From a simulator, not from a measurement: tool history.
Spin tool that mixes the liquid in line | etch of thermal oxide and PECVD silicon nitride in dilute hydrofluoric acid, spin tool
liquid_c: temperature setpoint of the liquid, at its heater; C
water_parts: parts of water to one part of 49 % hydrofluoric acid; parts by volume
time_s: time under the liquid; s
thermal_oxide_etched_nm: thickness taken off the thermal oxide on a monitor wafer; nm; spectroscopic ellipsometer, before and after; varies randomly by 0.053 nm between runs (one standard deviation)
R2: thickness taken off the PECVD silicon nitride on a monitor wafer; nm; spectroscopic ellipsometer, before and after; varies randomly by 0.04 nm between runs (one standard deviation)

{"run": 1, "day": 0.0, "liquid_c": 26.0, "water_parts": 245, "time_s": 180, "thermal_oxide_etched_nm": 2.9724, "R2": 1.7452}
{"run": 2, "day": 0.112, "liquid_c": 26.0, "water_parts": 210, "time_s": 175, "thermal_oxide_etched_nm": 3.5475, "R2": 1.9534}
{"run": 3, "day": 0.354, "liquid_c": 26.0, "water_parts": 210, "time_s": 215, "thermal_oxide_etched_nm": 4.3374, "R2": 2.4242}
{"run": 4, "day": 0.646, "liquid_c": 26.0, "water_parts": 285, "time_s": 215, "thermal_oxide_etched_nm": 2.9631, "R2": 1.7862}
{"run": 5, "day": 0.804, "liquid_c": 28.0, "water_parts": 285, "time_s": 215, "thermal_oxide_etched_nm": 3.1673, "R2": 1.9953}
{"run": 6, "day": 0.929, "liquid_c": 28.0, "water_parts": 230, "time_s": 215, "thermal_oxide_etched_nm": 4.1764, "R2": 2.4786}
{"run": 7, "day": 1.088, "liquid_c": 27.5, "water_parts": 205, "time_s": 210, "thermal_oxide_etched_nm": 4.6, "R2": 2.6368}
{"run": 8, "day": 1.171, "liquid_c": 27.0, "water_parts": 185, "time_s": 205, "thermal_oxide_etched_nm": 4.962, "R2": 2.81}
{"run": 9, "day": 1.533, "liquid_c": 26.5, "water_parts": 170, "time_s": 200, "thermal_oxide_etched_nm": 5.2883, "R2": 2.8609}
{"run": 10, "day": 1.779, "liquid_c": 26.5, "water_parts": 160, "time_s": 195, "thermal_oxide_etched_nm": 5.5598, "R2": 2.9513}

Predict the results of run 11:
{"run": 11, "day": 1.862, "liquid_c": 26.5, "water_parts": 150, "time_s": 190, "thermal_oxide_etched_nm": "?", "R2": "?"}

thermal_oxide_etched_nm: 5.8955 nm
R2: 3.1335 nm
